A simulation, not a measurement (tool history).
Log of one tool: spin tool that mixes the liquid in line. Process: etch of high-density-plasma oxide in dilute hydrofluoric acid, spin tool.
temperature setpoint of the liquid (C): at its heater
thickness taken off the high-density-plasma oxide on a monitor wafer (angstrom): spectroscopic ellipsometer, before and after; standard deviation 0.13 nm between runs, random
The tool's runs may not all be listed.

| run | day | temperature setpoint of the liquid (C) | parts of water to one part of 49 % hydrofluoric acid (parts by volume) | time under the liquid (s) | thickness taken off the high-density-plasma oxide on a monitor wafer (angstrom) |
|---|---|---|---|---|---|
| 1 | 0 | 25 | 50 | 270 | 330.36 |
| 2 | 0.292 | 27 | 50 | 270 | 358.21 |
| 3 | 0.433 | 27 | 35 | 270 | 524.02 |
| 4 | 0.654 | 25 | 35 | 270 | 481.7 |
| 5 | 0.971 | 23.5 | 40 | 270 | 396.62 |
| 6 | 1.292 | 23.5 | 40 | 295 | 435.42 |
| 7 | 1.608 | 22 | 40 | 295 | 406.75 |

Run 8, settings as shown, results not yet in. Your forecast:
| 8 | 1.842 | 22 | 40 | 295 | ? |

thickness taken off the high-density-plasma oxide on a monitor wafer (angstrom): 405.23
